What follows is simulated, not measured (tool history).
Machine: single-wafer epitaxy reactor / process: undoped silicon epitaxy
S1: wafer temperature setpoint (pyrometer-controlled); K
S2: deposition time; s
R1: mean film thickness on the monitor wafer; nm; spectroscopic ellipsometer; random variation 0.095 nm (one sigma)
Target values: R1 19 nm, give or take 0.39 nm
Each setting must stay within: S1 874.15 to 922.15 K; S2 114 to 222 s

run  hour      S1   S2      R1
  1     0  898.15  168  15.173
  2   4.6  898.15  158  14.488
  3  12.9  899.15  158  14.752
  4  13.9  891.15  158  12.178
  5  16.1  886.15  158   10.89
  6  19.5  888.15  158  11.454
  7  22.5  890.15  158  11.924
  8  24.4  902.15  160    15.9
  9  25.2  903.15  160   16.28

Of the 5 settings listed for the next run, only one would bring every result within its allowed miss of target. Which one?
  A    26  916.15  146   ?
  B    26  903.15  134   ?
  C    26  915.15  142   ?
  D    26  910.15  175   ?
  E    26  911.15  173   ?

move      R1
   A  19.875
   B  13.669
   C  18.911
   D  20.873
   E  21.097
A: takes the result that was furthest off past its target
B: further off than the last run
C: all results in spec
D: takes the result that was furthest off past its target
E: takes the result that was furthest off past its target
The right move is C.

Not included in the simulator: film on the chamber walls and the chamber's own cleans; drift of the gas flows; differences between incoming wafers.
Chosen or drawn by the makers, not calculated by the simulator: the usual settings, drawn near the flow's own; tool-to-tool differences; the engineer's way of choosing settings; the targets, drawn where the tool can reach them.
